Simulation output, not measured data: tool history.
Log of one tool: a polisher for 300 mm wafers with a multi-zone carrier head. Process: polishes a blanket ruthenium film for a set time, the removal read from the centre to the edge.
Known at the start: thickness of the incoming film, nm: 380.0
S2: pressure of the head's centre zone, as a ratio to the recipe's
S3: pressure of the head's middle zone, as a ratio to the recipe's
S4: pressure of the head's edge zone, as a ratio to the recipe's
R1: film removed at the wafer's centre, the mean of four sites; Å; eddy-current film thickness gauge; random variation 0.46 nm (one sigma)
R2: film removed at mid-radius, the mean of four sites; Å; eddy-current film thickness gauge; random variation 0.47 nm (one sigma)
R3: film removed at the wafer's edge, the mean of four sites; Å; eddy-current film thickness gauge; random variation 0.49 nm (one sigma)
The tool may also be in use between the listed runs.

run 1 hour=0.0 | flow_of_slurry_(ml/min)=280 S2=1.00 S3=1.00 S4=1.00 polishing_time_(s)=41 | R1=549.29 R2=556.41 R3=558.54
run 2 hour=7.9 | flow_of_slurry_(ml/min)=280 S2=1.00 S3=1.00 S4=1.00 polishing_time_(s)=49 | R1=660.27 R2=677.62 R3=662.74
run 3 hour=15.7 | flow_of_slurry_(ml/min)=270 S2=1.01 S3=0.97 S4=0.96 polishing_time_(s)=49 | R1=675.52 R2=651.73 R3=657.63
run 4 hour=19.5 | flow_of_slurry_(ml/min)=265 S2=1.01 S3=0.96 S4=0.92 polishing_time_(s)=48 | R1=641.34 R2=617.97 R3=630.96
run 5 hour=25.5 | flow_of_slurry_(ml/min)=260 S2=1.03 S3=0.96 S4=0.89 polishing_time_(s)=48 | R1=661.67 R2=632.70 R3=623.33
run 6 hour=29.1 | flow_of_slurry_(ml/min)=260 S2=1.09 S3=0.96 S4=0.89 polishing_time_(s)=48 | R1=692.18 R2=627.25 R3=618.94

Forecast run 7:
run 7 hour=34.8 | flow_of_slurry_(ml/min)=250 S2=1.08 S3=0.95 S4=0.87 polishing_time_(s)=48 | R1=? R2=? R3=?

Run 7 gave R1 688.43 Å, R2 623.45 Å, R3 603.47 Å.
